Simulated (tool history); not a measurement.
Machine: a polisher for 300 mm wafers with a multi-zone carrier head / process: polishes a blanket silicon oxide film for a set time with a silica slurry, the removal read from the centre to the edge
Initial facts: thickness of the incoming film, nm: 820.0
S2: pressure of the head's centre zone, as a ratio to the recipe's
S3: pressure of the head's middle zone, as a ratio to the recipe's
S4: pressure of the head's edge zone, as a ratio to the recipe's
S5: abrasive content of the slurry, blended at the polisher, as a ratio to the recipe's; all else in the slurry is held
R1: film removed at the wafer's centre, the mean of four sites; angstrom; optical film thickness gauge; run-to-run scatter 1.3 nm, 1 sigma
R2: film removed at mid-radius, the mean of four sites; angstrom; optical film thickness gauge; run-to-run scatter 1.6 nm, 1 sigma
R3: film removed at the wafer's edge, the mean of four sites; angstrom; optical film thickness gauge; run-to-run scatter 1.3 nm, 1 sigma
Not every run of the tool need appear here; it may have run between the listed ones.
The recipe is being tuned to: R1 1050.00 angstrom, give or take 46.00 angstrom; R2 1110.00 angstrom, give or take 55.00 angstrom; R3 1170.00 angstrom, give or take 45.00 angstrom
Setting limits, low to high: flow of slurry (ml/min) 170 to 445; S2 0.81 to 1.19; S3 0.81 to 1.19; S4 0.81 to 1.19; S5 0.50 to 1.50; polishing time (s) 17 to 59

Run 1, hour 0.0: flow of slurry (ml/min) 285, S2 1.00, S3 1.00, S4 1.00, S5 1.00, polishing time (s) 38. Result: R1 876.40 angstrom, R2 866.75 angstrom, R3 861.44 angstrom.
Run 2, hour 3.2: flow of slurry (ml/min) 260, S2 1.00, S3 1.00, S4 1.00, S5 1.00, polishing time (s) 38. Result: R1 861.09 angstrom, R2 846.83 angstrom, R3 863.98 angstrom.
Run 3, hour 11.7: flow of slurry (ml/min) 260, S2 1.00, S3 1.00, S4 1.00, S5 1.15, polishing time (s) 38. Result: R1 941.37 angstrom, R2 903.50 angstrom, R3 930.07 angstrom.
Run 4, hour 19.6: flow of slurry (ml/min) 260, S2 0.99, S3 1.01, S4 1.01, S5 1.20, polishing time (s) 38. Result: R1 941.15 angstrom, R2 949.28 angstrom, R3 969.00 angstrom.
Run 5, hour 22.7: flow of slurry (ml/min) 295, S2 0.99, S3 1.01, S4 1.01, S5 1.20, polishing time (s) 38. Result: R1 937.76 angstrom, R2 973.93 angstrom, R3 961.54 angstrom.
Run 6, hour 25.7: flow of slurry (ml/min) 295, S2 0.99, S3 1.01, S4 1.02, S5 1.25, polishing time (s) 38. Result: R1 978.77 angstrom, R2 955.42 angstrom, R3 977.21 angstrom.
Run 7, hour 34.6: flow of slurry (ml/min) 290, S2 0.98, S3 1.02, S4 1.03, S5 1.30, polishing time (s) 38. Result: R1 975.37 angstrom, R2 1007.20 angstrom, R3 989.15 angstrom.
Run 8, hour 38.7: flow of slurry (ml/min) 285, S2 0.97, S3 1.01, S4 1.03, S5 1.30, polishing time (s) 38. Result: R1 972.69 angstrom, R2 991.66 angstrom, R3 998.98 angstrom.
Run 9, hour 45.6: flow of slurry (ml/min) 280, S2 0.96, S3 1.01, S4 1.04, S5 1.35, polishing time (s) 38. Result: R1 986.01 angstrom, R2 1009.40 angstrom, R3 1018.90 angstrom.
Run 10, hour 46.9: flow of slurry (ml/min) 275, S2 0.95, S3 1.01, S4 1.05, S5 1.35, polishing time (s) 38. Result: R1 958.43 angstrom, R2 999.10 angstrom, R3 1026.60 angstrom.
Run 11, hour 53.7: flow of slurry (ml/min) 270, S2 0.95, S3 1.01, S4 1.06, S5 1.35, polishing time (s) 38. Result: R1 979.73 angstrom, R2 998.11 angstrom, R3 1026.30 angstrom.
Run 12, hour 57.2: flow of slurry (ml/min) 270, S2 0.94, S3 1.01, S4 1.06, S5 1.35, polishing time (s) 38. Result: R1 936.16 angstrom, R2 996.88 angstrom, R3 1015.10 angstrom.
Run 13, hour 64.2: flow of slurry (ml/min) 265, S2 0.94, S3 1.01, S4 1.06, S5 1.35, polishing time (s) 38. Result: R1 956.14 angstrom, R2 1001.40 angstrom, R3 1031.70 angstrom.
Run 14, hour 67.8: flow of slurry (ml/min) 260, S2 0.94, S3 1.01, S4 1.06, S5 1.35, polishing time (s) 38. Result: R1 946.78 angstrom, R2 1000.20 angstrom, R3 1022.30 angstrom.
Run 15, hour 73.3: flow of slurry (ml/min) 255, S2 0.94, S3 1.01, S4 1.06, S5 1.35, polishing time (s) 38. Result: R1 929.97 angstrom, R2 992.22 angstrom, R3 1012.00 angstrom.
Run 16, hour 79.7: flow of slurry (ml/min) 255, S2 0.94, S3 1.01, S4 1.07, S5 1.35, polishing time (s) 38. Result: R1 938.59 angstrom, R2 1014.30 angstrom, R3 1003.30 angstrom.
Run 17, hour 86.9: flow of slurry (ml/min) 260, S2 0.94, S3 1.01, S4 1.06, S5 1.35, polishing time (s) 38. Result: R1 964.26 angstrom, R2 989.33 angstrom, R3 1024.20 angstrom.

Below are 5 possible settings for the next run. Only one of them brings all results inside the allowed miss of their targets. Which is it?
Run A, hour 94.1: flow of slurry (ml/min) 295, S2 0.91, S3 0.98, S4 1.09, S5 1.45, polishing time (s) 42. Result: R1 ?, R2 ?, R3 ?.
Run B, hour 94.1: flow of slurry (ml/min) 300, S2 0.91, S3 1.00, S4 1.04, S5 1.25, polishing time (s) 35. Result: R1 ?, R2 ?, R3 ?.
Run C, hour 94.1: flow of slurry (ml/min) 205, S2 1.08, S3 0.84, S4 1.03, S5 1.40, polishing time (s) 40. Result: R1 ?, R2 ?, R3 ?.
Run D, hour 94.1: flow of slurry (ml/min) 195, S2 1.13, S3 0.84, S4 1.03, S5 1.30, polishing time (s) 38. Result: R1 ?, R2 ?, R3 ?.
Run E, hour 94.1: flow of slurry (ml/min) 170, S2 0.97, S3 0.83, S4 1.13, S5 1.50, polishing time (s) 42. Result: R1 ?, R2 ?, R3 ?.

move       R1       R2       R3
   A  1050.20  1130.60  1177.90
   B   821.37   899.24   904.93
   C  1108.10   888.33  1046.40
   D  1056.20   809.63   956.08
   E  1032.40   917.81  1139.50
A: all results in spec
B: moves away from the targets compared with the last run
C: moves away from the targets compared with the last run
D: moves away from the targets compared with the last run
E: brings the result that was furthest off to its target, and leaves another outside
So the answer is move A, the one that meets all the targets.
